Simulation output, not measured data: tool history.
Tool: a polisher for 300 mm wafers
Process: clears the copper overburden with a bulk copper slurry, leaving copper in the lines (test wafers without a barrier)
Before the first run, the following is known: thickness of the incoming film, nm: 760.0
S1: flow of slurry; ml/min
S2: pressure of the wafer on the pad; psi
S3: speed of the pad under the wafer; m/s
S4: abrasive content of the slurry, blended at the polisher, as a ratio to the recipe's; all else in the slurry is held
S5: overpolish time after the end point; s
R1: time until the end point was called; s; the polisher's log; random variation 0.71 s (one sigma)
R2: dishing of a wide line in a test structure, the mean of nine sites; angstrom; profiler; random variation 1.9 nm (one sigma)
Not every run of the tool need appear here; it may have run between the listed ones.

run	hour	S1	S2	S3	S4	S5	R1	R2
1	0.0	205	3.5	1.26	1.0	22	46.655	1506.3
2	3.4	205	3.6	1.26	1.0	23	46.937	1546.0
3	7.0	205	3.8	1.26	1.0	23	44.911	1573.5
4	10.8	205	3.9	1.26	1.0	23	42.075	1550.8
5	14.4	205	3.9	1.28	1.0	24	43.195	1584.1
6	19.0	185	3.9	1.28	1.0	24	42.854	1579.0
7	25.7	190	4.0	1.28	1.0	25	42.622	1607.1
8	27.3	195	4.1	1.28	1.0	26	39.739	1660.8
9	33.4	190	4.4	1.26	1.0	31	40.659	1796.7

Run 10 comes next. What will it give?
10	42.4	190	4.5	1.26	1.0	31	?	?

R1: 40.666 s
R2: 1818.7 angstrom

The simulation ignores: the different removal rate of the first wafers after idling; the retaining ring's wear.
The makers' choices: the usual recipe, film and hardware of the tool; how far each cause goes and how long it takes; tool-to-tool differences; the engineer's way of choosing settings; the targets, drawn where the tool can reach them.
